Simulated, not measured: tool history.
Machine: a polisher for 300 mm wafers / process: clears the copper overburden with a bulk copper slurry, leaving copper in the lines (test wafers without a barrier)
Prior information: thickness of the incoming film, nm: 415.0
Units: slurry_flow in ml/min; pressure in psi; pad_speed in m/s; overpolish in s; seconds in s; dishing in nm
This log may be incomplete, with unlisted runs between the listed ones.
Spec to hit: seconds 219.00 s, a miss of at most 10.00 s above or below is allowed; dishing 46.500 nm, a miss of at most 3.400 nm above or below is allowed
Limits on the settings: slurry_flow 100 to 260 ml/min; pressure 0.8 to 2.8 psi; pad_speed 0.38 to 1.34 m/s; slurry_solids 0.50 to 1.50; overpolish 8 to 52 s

run,hour,slurry_flow,pressure,pad_speed,slurry_solids,overpolish,seconds,dishing
1,0.0,165,1.8,0.86,1.00,26,105.11,54.835
2,6.2,165,1.6,0.82,1.00,29,118.71,52.155
3,14.1,160,1.4,0.78,1.00,33,137.32,50.531
4,20.9,160,1.1,0.78,1.00,33,159.01,45.528
5,25.2,160,1.0,0.74,1.00,36,182.86,43.584
# hour 31.9: slurry nozzle cleaned
6,31.9,160,1.0,0.86,1.00,36,149.10,47.587
7,35.4,160,1.0,0.82,1.00,38,151.35,49.552
8,37.8,160,1.0,0.78,1.00,40,161.17,50.809
9,46.0,160,1.0,0.74,1.00,41,161.99,50.135
10,51.1,160,1.0,0.74,1.00,41,166.00,47.369
11,57.1,145,1.0,0.72,0.95,43,176.85,49.614
12,65.9,140,1.0,0.70,0.95,44,181.24,48.739
13,71.4,140,1.0,0.70,0.95,44,187.13,49.230
14,79.4,135,1.0,0.70,0.95,44,186.67,48.563
15,80.4,135,1.0,0.70,0.95,44,186.20,47.612
16,87.6,130,1.0,0.70,0.95,45,191.22,46.711
17,91.6,125,1.0,0.70,0.95,47,186.65,47.896
18,96.3,125,0.8,0.64,0.95,52,229.47,45.863
19,103.9,130,0.8,0.64,0.95,52,236.53,45.797
20,109.8,135,0.8,0.64,0.95,51,233.71,44.066

Consider the 5 candidate settings below. Which is the only one whose results all fall within their allowed miss of target?
A,115.7,100,0.8,0.74,1.00,39,?,?
B,115.7,135,0.8,0.70,0.85,52,?,?
C,115.7,145,0.9,0.72,0.90,43,?,?
D,115.7,155,0.8,0.60,1.25,37,?,?
E,115.7,115,0.8,0.70,1.00,38,?,?

move,seconds,dishing
A,216.16,39.794
B,221.75,46.546
C,194.67,45.624
D,218.95,38.137
E,218.41,38.871
A: corrects the largest miss of the last run, while another result sits out of spec
B: every result lands within tolerance
C: takes the result that was furthest off past its target
D: corrects the largest miss of the last run, while another result sits out of spec
E: corrects the largest miss of the last run, while another result sits out of spec
The right move is B.
